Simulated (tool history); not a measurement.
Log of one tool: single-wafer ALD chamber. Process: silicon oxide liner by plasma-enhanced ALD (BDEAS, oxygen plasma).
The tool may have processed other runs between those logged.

run	day	heater temperature setpoint (°C)	number of ALD cycles (cycles)	mean film thickness on the monitor wafer (Å)
1	0	315	49	44.158
2	0.208	315	47	42.154
3	0.35	315	45	40.347
4	0.433	315	44	39.116
5	0.662	315	43	38.285
6	0.804	325	43	38.048
7	0.867	325	42	36.711

Run 8 has not been measured yet. What should we expect?
8	1.229	325	41	?

Run 8 measured mean film thickness on the monitor wafer (Å) 35.963.
